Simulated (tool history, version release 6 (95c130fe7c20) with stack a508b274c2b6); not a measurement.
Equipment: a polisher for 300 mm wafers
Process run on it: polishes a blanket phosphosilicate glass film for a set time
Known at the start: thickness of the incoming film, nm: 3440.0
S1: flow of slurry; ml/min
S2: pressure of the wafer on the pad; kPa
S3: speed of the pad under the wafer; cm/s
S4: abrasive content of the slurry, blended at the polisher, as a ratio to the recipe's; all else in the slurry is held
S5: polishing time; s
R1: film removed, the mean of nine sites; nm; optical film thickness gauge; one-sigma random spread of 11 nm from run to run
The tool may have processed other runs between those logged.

Run 1, hour 0: S1 310 ml/min, S2 29 kPa, S3 104 cm/s, S4 1, S5 90 s. Result: R1 900.1 nm.
Run 2, hour 2.2: S1 310 ml/min, S2 29 kPa, S3 104 cm/s, S4 1.2, S5 90 s. Result: R1 944.26 nm.
Run 3, hour 5.8: S1 310 ml/min, S2 31.7 kPa, S3 104 cm/s, S4 1.2, S5 90 s. Result: R1 1012.9 nm.
Run 4, hour 10.7: S1 310 ml/min, S2 31.7 kPa, S3 104 cm/s, S4 1.2, S5 90 s. Result: R1 1022.9 nm.
Run 5, hour 16.9: S1 265 ml/min, S2 31.7 kPa, S3 104 cm/s, S4 1.2, S5 90 s. Result: R1 988.2 nm.
Run 6, hour 18.5: S1 285 ml/min, S2 32.4 kPa, S3 104 cm/s, S4 1.2, S5 90 s. Result: R1 1025.5 nm.

Run 7 comes next. What will it give?
Run 7, hour 25.2: S1 300 ml/min, S2 33.1 kPa, S3 104 cm/s, S4 1.2, S5 90 s. Result: R1 ?.

{"run 7": {"R1": 1060.4}}

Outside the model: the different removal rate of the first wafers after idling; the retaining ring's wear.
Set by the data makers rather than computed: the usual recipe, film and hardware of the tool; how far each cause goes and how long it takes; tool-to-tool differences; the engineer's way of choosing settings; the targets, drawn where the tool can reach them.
